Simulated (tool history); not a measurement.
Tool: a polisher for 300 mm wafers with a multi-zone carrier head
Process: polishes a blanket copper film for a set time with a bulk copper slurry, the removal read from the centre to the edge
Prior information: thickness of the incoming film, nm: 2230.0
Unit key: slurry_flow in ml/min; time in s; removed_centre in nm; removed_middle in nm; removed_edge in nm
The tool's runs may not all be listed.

| run | day | slurry_flow | centre_zone | middle_zone | edge_zone | slurry_solids | time | removed_centre | removed_middle | removed_edge |
|---|---|---|---|---|---|---|---|---|---|---|
| 1 | 0.000 | 125 | 1.00 | 1.00 | 1.00 | 1.00 | 73 | 413.13 | 399.29 | 409.85 |
| 2 | 0.362 | 115 | 1.01 | 0.95 | 0.97 | 0.85 | 66 | 358.20 | 333.37 | 350.43 |
| 3 | 0.692 | 115 | 1.01 | 0.95 | 0.97 | 0.70 | 66 | 349.12 | 316.06 | 337.68 |
| 4 | 0.908 | 115 | 1.01 | 0.95 | 0.89 | 0.70 | 66 | 338.10 | 323.30 | 332.03 |
| 5 | 0.962 | 110 | 1.02 | 0.92 | 0.89 | 0.65 | 61 | 310.75 | 278.17 | 295.18 |
| 6 | 1.242 | 90 | 1.02 | 0.92 | 0.89 | 0.65 | 61 | 306.54 | 275.16 | 292.73 |
| 7 | 1.371 | 90 | 1.02 | 0.89 | 0.88 | 0.60 | 59 | 291.84 | 258.27 | 265.89 |

Predict the results of run 8:
| 8 | 1.667 | 90 | 1.01 | 0.87 | 0.96 | 0.55 | 57 | ? | ? | ? |

Run 8 gave removed_centre 273.45 nm, removed_middle 235.86 nm, removed_edge 273.05 nm.

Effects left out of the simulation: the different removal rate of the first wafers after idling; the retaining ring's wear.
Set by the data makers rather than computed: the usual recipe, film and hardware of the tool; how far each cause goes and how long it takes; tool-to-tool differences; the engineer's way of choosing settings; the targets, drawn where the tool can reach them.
